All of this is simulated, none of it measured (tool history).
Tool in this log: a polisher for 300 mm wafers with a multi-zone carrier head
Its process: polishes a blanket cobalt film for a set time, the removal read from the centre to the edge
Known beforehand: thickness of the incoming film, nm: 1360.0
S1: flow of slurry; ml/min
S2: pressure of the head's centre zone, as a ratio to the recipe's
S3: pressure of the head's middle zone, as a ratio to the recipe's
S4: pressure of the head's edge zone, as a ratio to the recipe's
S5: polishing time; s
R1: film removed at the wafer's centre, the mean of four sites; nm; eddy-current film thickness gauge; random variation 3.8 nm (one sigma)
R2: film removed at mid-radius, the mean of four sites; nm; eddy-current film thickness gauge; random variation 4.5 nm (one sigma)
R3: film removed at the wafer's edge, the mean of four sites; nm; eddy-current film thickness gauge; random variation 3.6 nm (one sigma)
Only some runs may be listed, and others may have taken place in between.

run  hour   S1    S2    S3    S4  S5      R1      R2      R3
  1   0.0  125  1.00  1.00  1.00  78  413.91  422.87  394.74
  2   7.7  105  1.00  1.00  1.00  78  397.86  389.79  392.46
  3  10.8  100  0.98  1.00  1.01  78  384.94  389.35  383.00
  4  19.2   75  0.98  1.00  1.01  78  331.23  340.28  356.38
  5  22.0   75  0.94  1.00  1.01  78  321.16  346.08  365.93
  6  29.0   75  0.94  1.00  1.04  78  319.62  350.97  359.31
  7  36.2   75  0.93  0.98  1.03  79  317.14  339.75  358.60
  8  42.7  105  0.93  0.95  1.13  80  376.27  382.39  419.84

What does the tool deliver on the next run?
  9  50.1  100  0.93  0.95  1.13  80   ?   ?   ?

Run 9 yielded R1 369.13 nm, R2 377.24 nm, R3 417.90 nm.

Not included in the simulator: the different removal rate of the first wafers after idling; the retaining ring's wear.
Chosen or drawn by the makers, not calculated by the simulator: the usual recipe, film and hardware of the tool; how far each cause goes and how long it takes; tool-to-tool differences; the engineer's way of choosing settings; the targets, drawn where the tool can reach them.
